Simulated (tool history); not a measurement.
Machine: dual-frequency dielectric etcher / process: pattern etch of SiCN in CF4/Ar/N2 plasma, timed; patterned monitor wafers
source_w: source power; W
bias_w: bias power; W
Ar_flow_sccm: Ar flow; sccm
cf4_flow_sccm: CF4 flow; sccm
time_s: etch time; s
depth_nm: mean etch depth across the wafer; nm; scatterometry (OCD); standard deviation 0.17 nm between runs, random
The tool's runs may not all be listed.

{"run": 1, "hour": 0.0, "source_w": 570, "bias_w": 97, "Ar_flow_sccm": 88, "cf4_flow_sccm": 55, "time_s": 74.5, "depth_nm": 80.213}
{"run": 2, "hour": 6.1, "source_w": 540, "bias_w": 96, "Ar_flow_sccm": 88, "cf4_flow_sccm": 55, "time_s": 74.5, "depth_nm": 75.882}
{"run": 3, "hour": 8.2, "source_w": 520, "bias_w": 95, "Ar_flow_sccm": 88, "cf4_flow_sccm": 55, "time_s": 74.5, "depth_nm": 72.674}
{"run": 4, "hour": 16.7, "source_w": 510, "bias_w": 95, "Ar_flow_sccm": 88, "cf4_flow_sccm": 55, "time_s": 74.5, "depth_nm": 71.343}
{"run": 5, "hour": 24.7, "source_w": 510, "bias_w": 95, "Ar_flow_sccm": 88, "cf4_flow_sccm": 55, "time_s": 74.5, "depth_nm": 71.41}
{"run": 6, "hour": 25.7, "source_w": 510, "bias_w": 95, "Ar_flow_sccm": 78, "cf4_flow_sccm": 55, "time_s": 74.5, "depth_nm": 73.079}
{"run": 7, "hour": 30.0, "source_w": 490, "bias_w": 95, "Ar_flow_sccm": 78, "cf4_flow_sccm": 55, "time_s": 74.5, "depth_nm": 70.634}
{"run": 8, "hour": 34.7, "source_w": 480, "bias_w": 95, "Ar_flow_sccm": 78, "cf4_flow_sccm": 55, "time_s": 74.5, "depth_nm": 69.348}

For run 9, what comes out?
{"run": 9, "hour": 38.0, "source_w": 470, "bias_w": 95, "Ar_flow_sccm": 78, "cf4_flow_sccm": 55, "time_s": 74.5, "depth_nm": "?"}

{"run 9": {"depth_nm": 67.804}}

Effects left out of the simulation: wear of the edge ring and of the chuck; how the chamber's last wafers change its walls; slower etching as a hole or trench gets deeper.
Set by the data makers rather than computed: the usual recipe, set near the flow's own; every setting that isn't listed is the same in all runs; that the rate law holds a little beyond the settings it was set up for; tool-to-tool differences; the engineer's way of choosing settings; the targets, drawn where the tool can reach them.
